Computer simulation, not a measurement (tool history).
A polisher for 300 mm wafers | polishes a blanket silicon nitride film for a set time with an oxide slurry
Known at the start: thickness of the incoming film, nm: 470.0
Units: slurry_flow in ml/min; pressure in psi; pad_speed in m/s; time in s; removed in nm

run,hour,slurry_flow,pressure,pad_speed,slurry_solids,time,removed
1,0.0,295,2.7,1.30,1.0,46,32.040
2,4.6,350,2.7,1.30,1.0,46,32.600
3,13.6,315,2.7,1.30,1.0,46,31.700
4,15.0,315,2.7,1.30,1.0,46,32.091
5,18.2,315,2.4,1.28,1.0,46,28.067
6,21.6,270,2.4,1.28,1.0,46,27.651

The next listed run, before its measurement:
7,24.1,270,2.2,1.26,1.0,46,?

removed: 25.000 nm
